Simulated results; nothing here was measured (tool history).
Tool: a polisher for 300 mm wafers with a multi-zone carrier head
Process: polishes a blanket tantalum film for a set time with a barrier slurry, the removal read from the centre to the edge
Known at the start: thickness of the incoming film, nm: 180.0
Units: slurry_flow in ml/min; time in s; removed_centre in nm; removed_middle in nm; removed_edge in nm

run	hour	slurry_flow	centre_zone	middle_zone	edge_zone	slurry_solids	time	removed_centre	removed_middle	removed_edge
1	0.0	270	1.00	1.00	1.00	1.00	35	72.176	72.839	72.110
2	6.5	270	1.00	1.00	1.04	1.00	35	72.926	72.543	73.453
3	7.0	270	1.00	1.00	1.04	1.00	26	53.170	54.069	54.149
4	11.9	295	1.00	1.00	1.04	1.00	26	54.752	54.579	54.679
5	19.2	295	0.94	1.00	1.04	1.00	26	50.074	55.130	54.143
6	26.6	290	0.93	0.99	1.04	1.00	26	49.719	53.951	55.070
7	28.7	285	0.92	0.98	1.03	0.95	26	49.702	52.868	54.401
8	29.5	280	0.90	0.98	1.03	0.90	26	47.508	52.327	53.971
9	38.1	280	0.89	0.98	1.03	0.85	26	45.778	51.888	52.801
10	42.0	280	0.89	0.98	1.03	0.85	26	46.341	50.811	52.608
11	47.3	275	0.88	0.98	1.03	0.85	26	45.739	51.828	53.788
12	55.7	275	0.87	0.98	1.03	0.80	26	44.912	51.487	52.674

Forecast run 13:
13	60.8	275	0.86	0.98	1.03	0.80	26	?	?	?

{"run 13": {"removed_centre": 44.052, "removed_middle": 51.399, "removed_edge": 52.917}}
